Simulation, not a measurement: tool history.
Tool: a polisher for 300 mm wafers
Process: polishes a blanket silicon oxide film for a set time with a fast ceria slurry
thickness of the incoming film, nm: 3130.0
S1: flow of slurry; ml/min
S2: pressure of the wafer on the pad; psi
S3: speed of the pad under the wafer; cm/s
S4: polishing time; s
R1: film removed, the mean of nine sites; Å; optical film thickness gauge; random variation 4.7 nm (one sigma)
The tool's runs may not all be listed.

run  hour   S1   S2   S3  S4      R1
  1     0  260  3.3  102  43  5992.7
  2   3.8  260  3.3  102  39  5413.6
  3  10.1  235  3.3  102  39    5317
  4  12.5  230  3.1  102  39  5011.7
  5  18.3  230  2.6  102  39  4191.8
  6    26  230  2.6  102  43  4747.3
  7  34.1  230  2.5  102  43  4533.6
     40.6  -- worn pad replaced by a new one
  8  40.6  230  2.4  102  43    4879
  9  43.5  230  1.5   94  43  3099.6

Run 10 comes next. What will it give?
 10  48.3  230  1.7  94  43   ?

Run 10 gave R1 3372.3 Å.
